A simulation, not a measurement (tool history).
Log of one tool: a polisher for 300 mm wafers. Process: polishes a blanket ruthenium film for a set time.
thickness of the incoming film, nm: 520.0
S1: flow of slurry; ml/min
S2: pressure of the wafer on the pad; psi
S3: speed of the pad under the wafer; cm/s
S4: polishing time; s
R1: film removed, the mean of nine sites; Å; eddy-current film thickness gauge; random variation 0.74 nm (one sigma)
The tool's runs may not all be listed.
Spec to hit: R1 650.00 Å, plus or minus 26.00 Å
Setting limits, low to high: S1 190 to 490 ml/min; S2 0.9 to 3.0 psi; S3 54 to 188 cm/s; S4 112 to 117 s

run 1 hour=0.0 | S1=315 S2=1.9 S3=120 S4=112 | R1=1432.90
run 2 hour=3.3 | S1=315 S2=1.7 S3=114 S4=112 | R1=1215.40
run 3 hour=4.0 | S1=315 S2=1.6 S3=110 S4=112 | R1=1127.50
run 4 hour=12.7 | S1=315 S2=1.5 S3=106 S4=112 | R1=1020.50
run 5 hour=21.4 | S1=315 S2=1.4 S3=104 S4=112 | R1=936.59
run 6 hour=22.3 | S1=315 S2=1.4 S3=104 S4=112 | R1=937.68
run 7 hour=24.6 | S1=310 S2=0.9 S3=90 S4=112 | R1=541.65
run 8 hour=28.8 | S1=315 S2=0.9 S3=90 S4=112 | R1=532.33
run 9 hour=36.3 | S1=315 S2=1.0 S3=90 S4=112 | R1=581.79
run 10 hour=37.2 | S1=315 S2=1.2 S3=90 S4=112 | R1=691.03

Below are 4 possible settings for the next run. Only one of them brings all results inside the allowed miss of their targets. Which is it?
run A hour=38.1 | S1=325 S2=1.3 S3=84 S4=116 | R1=?
run B hour=38.1 | S1=320 S2=1.3 S3=88 S4=112 | R1=?
run C hour=38.1 | S1=320 S2=1.5 S3=76 S4=117 | R1=?
run D hour=38.1 | S1=315 S2=1.1 S3=86 S4=117 | R1=?

move=A R1=736.71
move=B R1=742.70
move=C R1=773.59
move=D R1=646.28
A: misses by more than the last run did
B: misses by more than the last run did
C: misses by more than the last run did
D: all results land within tolerance of their targets
D is the move that brings every result within its allowed miss.
